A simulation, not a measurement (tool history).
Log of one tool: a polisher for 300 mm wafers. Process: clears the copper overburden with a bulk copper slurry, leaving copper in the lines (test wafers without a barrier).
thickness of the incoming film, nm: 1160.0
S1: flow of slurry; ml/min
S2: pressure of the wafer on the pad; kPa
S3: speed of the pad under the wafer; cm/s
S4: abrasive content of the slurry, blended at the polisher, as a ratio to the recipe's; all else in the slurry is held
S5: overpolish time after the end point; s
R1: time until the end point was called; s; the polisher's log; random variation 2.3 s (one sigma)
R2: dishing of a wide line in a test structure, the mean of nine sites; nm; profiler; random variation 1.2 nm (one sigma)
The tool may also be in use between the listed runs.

run	hour	S1	S2	S3	S4	S5	R1	R2
1	0.0	235	17.9	96	1.0	12	139.62	67.325
2	5.5	235	18.6	96	1.0	13	136.71	73.700
3	12.0	235	18.6	96	0.9	13	133.31	71.454
4	13.7	275	18.6	96	0.9	13	134.62	72.239
5	16.4	275	18.6	96	0.7	13	147.38	67.660
6	18.7	275	19.3	96	0.7	14	141.52	73.243
7	23.4	275	20.0	96	0.7	15	142.31	76.250

The next listed run, before its measurement:
8	31.3	275	20.7	96	0.7	16	?	?

Run 8 gave R1 138.03 s, R2 84.595 nm.
